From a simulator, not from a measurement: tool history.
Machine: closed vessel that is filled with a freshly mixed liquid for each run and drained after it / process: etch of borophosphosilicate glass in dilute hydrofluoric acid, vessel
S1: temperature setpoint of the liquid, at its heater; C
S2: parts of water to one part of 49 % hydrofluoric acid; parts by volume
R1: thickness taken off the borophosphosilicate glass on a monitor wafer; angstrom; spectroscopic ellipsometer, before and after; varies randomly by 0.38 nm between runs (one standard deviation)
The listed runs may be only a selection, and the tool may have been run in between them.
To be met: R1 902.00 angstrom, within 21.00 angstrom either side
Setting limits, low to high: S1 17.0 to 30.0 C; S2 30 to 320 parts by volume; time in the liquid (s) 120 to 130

run 1 hour=0.0 | S1=22.0 S2=175 time_in_the_liquid_(s)=120 | R1=272.25
run 2 hour=2.6 | S1=23.0 S2=155 time_in_the_liquid_(s)=120 | R1=325.43
run 3 hour=11.1 | S1=24.0 S2=135 time_in_the_liquid_(s)=120 | R1=394.26
run 4 hour=17.8 | S1=22.5 S2=135 time_in_the_liquid_(s)=120 | R1=375.13
run 5 hour=19.5 | S1=22.5 S2=100 time_in_the_liquid_(s)=120 | R1=528.34
run 6 hour=22.1 | S1=26.0 S2=100 time_in_the_liquid_(s)=120 | R1=603.45
run 7 hour=25.6 | S1=26.5 S2=95 time_in_the_liquid_(s)=120 | R1=651.18
run 8 hour=28.8 | S1=27.0 S2=90 time_in_the_liquid_(s)=120 | R1=705.81
run 9 hour=32.6 | S1=27.5 S2=90 time_in_the_liquid_(s)=120 | R1=723.97
run 10 hour=40.0 | S1=28.0 S2=90 time_in_the_liquid_(s)=120 | R1=735.53
run 11 hour=44.7 | S1=28.5 S2=90 time_in_the_liquid_(s)=120 | R1=748.31

Exactly one of the 5 candidate moves below puts every result within its allowed miss. Which one?
run A hour=49.4 | S1=26.5 S2=100 time_in_the_liquid_(s)=130 | R1=?
run B hour=49.4 | S1=28.0 S2=80 time_in_the_liquid_(s)=130 | R1=?
run C hour=49.4 | S1=30.0 S2=120 time_in_the_liquid_(s)=130 | R1=?
run D hour=49.4 | S1=29.5 S2=115 time_in_the_liquid_(s)=125 | R1=?
run E hour=49.4 | S1=27.5 S2=100 time_in_the_liquid_(s)=130 | R1=?

move=A R1=662.93
move=B R1=902.28
move=C R1=613.94
move=D R1=608.84
move=E R1=688.98
A: moves away from the targets compared with the last run
B: all results land within tolerance of their targets
C: moves away from the targets compared with the last run
D: moves away from the targets compared with the last run
E: moves away from the targets compared with the last run
Move B is the one to make.
